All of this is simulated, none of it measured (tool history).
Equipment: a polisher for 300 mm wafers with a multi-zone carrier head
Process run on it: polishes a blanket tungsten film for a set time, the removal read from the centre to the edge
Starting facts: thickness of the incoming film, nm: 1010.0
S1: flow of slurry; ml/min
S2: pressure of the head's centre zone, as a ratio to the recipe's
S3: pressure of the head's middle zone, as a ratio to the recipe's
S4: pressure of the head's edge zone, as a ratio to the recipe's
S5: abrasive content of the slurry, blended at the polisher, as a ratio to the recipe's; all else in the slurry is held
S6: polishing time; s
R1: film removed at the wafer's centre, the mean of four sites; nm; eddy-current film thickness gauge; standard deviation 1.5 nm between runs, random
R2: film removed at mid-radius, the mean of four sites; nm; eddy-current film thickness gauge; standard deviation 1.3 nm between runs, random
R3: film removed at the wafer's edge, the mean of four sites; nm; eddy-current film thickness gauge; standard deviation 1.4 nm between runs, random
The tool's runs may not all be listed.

{"run": 1, "hour": 0.0, "S1": 250, "S2": 1, "S3": 1, "S4": 1, "S5": 1, "S6": 42, "R1": 196.15, "R2": 192.97, "R3": 196.53}
{"run": 2, "hour": 5.8, "S1": 250, "S2": 1, "S3": 1, "S4": 1, "S5": 0.8, "S6": 42, "R1": 180.69, "R2": 176.75, "R3": 183.47}
{"run": 3, "hour": 6.4, "S1": 250, "S2": 1, "S3": 1, "S4": 1, "S5": 0.95, "S6": 42, "R1": 192.83, "R2": 192.84, "R3": 196.33}
{"run": 4, "hour": 10.9, "S1": 250, "S2": 0.95, "S3": 1, "S4": 1, "S5": 0.95, "S6": 42, "R1": 183.31, "R2": 185.95, "R3": 192.8}
{"run": 5, "hour": 15.6, "S1": 250, "S2": 0.95, "S3": 1.04, "S4": 1, "S5": 0.95, "S6": 42, "R1": 183.7, "R2": 197.67, "R3": 194.34}
{"run": 6, "hour": 21.0, "S1": 250, "S2": 0.89, "S3": 1.04, "S4": 1, "S5": 0.95, "S6": 42, "R1": 175.42, "R2": 196.97, "R3": 195.85}
{"run": 7, "hour": 23.3, "S1": 250, "S2": 0.89, "S3": 1.03, "S4": 0.96, "S5": 0.85, "S6": 42, "R1": 171.2, "R2": 188.67, "R3": 185.42}
{"run": 8, "hour": 31.0, "S1": 245, "S2": 0.88, "S3": 1.02, "S4": 0.93, "S5": 0.75, "S6": 42, "R1": 168.82, "R2": 178.2, "R3": 176.21}
{"run": 9, "hour": 38.4, "S1": 240, "S2": 0.87, "S3": 1.02, "S4": 0.92, "S5": 0.7, "S6": 41, "R1": 154.27, "R2": 170.77, "R3": 167.14}
{"run": 10, "hour": 45.6, "S1": 230, "S2": 0.87, "S3": 1.01, "S4": 0.9, "S5": 0.7, "S6": 41, "R1": 158.02, "R2": 170.96, "R3": 167.72}
{"run": 11, "hour": 51.1, "S1": 230, "S2": 0.87, "S3": 1.01, "S4": 0.89, "S5": 0.65, "S6": 41, "R1": 155.03, "R2": 165.55, "R3": 160.28}
{"run": 12, "hour": 56.9, "S1": 225, "S2": 0.86, "S3": 1, "S4": 0.88, "S5": 0.65, "S6": 41, "R1": 150.58, "R2": 162.65, "R3": 159.5}
{"run": 13, "hour": 62.2, "S1": 215, "S2": 0.86, "S3": 0.99, "S4": 0.87, "S5": 0.65, "S6": 41, "R1": 150, "R2": 163.37, "R3": 158.8}
{"run": 14, "hour": 70.0, "S1": 215, "S2": 0.86, "S3": 0.99, "S4": 0.87, "S5": 0.65, "S6": 41, "R1": 147.12, "R2": 162.53, "R3": 159.73}

Expected results for the next run?
{"run": 15, "hour": 75.4, "S1": 215, "S2": 0.87, "S3": 0.98, "S4": 0.86, "S5": 0.65, "S6": 41, "R1": "?", "R2": "?", "R3": "?"}

R1: 148.91 nm
R2: 162.24 nm
R3: 157.06 nm
